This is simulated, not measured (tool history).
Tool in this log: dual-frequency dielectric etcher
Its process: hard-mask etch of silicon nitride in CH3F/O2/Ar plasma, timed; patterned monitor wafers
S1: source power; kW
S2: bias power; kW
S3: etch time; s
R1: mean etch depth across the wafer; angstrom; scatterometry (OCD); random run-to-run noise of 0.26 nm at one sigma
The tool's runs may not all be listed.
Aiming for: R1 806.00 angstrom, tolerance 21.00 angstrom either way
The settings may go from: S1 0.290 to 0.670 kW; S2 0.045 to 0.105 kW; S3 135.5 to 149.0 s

| run | hour | S1 | S2 | S3 | R1 |
|---|---|---|---|---|---|
| 1 | 0.0 | 0.480 | 0.075 | 149.0 | 1005.20 |
| 2 | 1.0 | 0.480 | 0.086 | 149.0 | 1067.10 |
| 3 | 9.6 | 0.480 | 0.086 | 135.5 | 964.15 |
| 4 | 13.7 | 0.460 | 0.084 | 135.5 | 931.01 |
| 5 | 17.7 | 0.450 | 0.084 | 135.5 | 924.56 |
| 6 | 23.8 | 0.440 | 0.084 | 135.5 | 908.60 |
|  | 31.9 | bias power generator calibrated |
| 7 | 31.9 | 0.430 | 0.084 | 135.5 | 878.33 |
| 8 | 40.1 | 0.420 | 0.084 | 135.5 | 871.58 |
| 9 | 48.1 | 0.410 | 0.084 | 135.5 | 854.02 |
| 10 | 56.6 | 0.350 | 0.081 | 135.5 | 753.40 |
| 11 | 61.8 | 0.370 | 0.081 | 135.5 | 783.67 |
| 12 | 67.7 | 0.370 | 0.081 | 135.5 | 781.71 |
| 13 | 75.2 | 0.400 | 0.083 | 136.0 | 839.99 |

Exactly one of the 5 candidate moves below puts every result within its allowed miss. Which one?
| A | 82.7 | 0.410 | 0.081 | 138.5 | ? |
| B | 82.7 | 0.390 | 0.077 | 149.0 | ? |
| C | 82.7 | 0.380 | 0.080 | 137.5 | ? |
| D | 82.7 | 0.380 | 0.087 | 140.5 | ? |
| E | 82.7 | 0.360 | 0.098 | 140.5 | ? |

| move | R1 |
|---|---|
| A | 857.30 |
| B | 871.24 |
| C | 803.15 |
| D | 852.38 |
| E | 865.22 |
A: lands further from the targets than the last run did
B: lands further from the targets than the last run did
C: each result inside its tolerance
D: lands further from the targets than the last run did
E: lands further from the targets than the last run did
C meets every target.

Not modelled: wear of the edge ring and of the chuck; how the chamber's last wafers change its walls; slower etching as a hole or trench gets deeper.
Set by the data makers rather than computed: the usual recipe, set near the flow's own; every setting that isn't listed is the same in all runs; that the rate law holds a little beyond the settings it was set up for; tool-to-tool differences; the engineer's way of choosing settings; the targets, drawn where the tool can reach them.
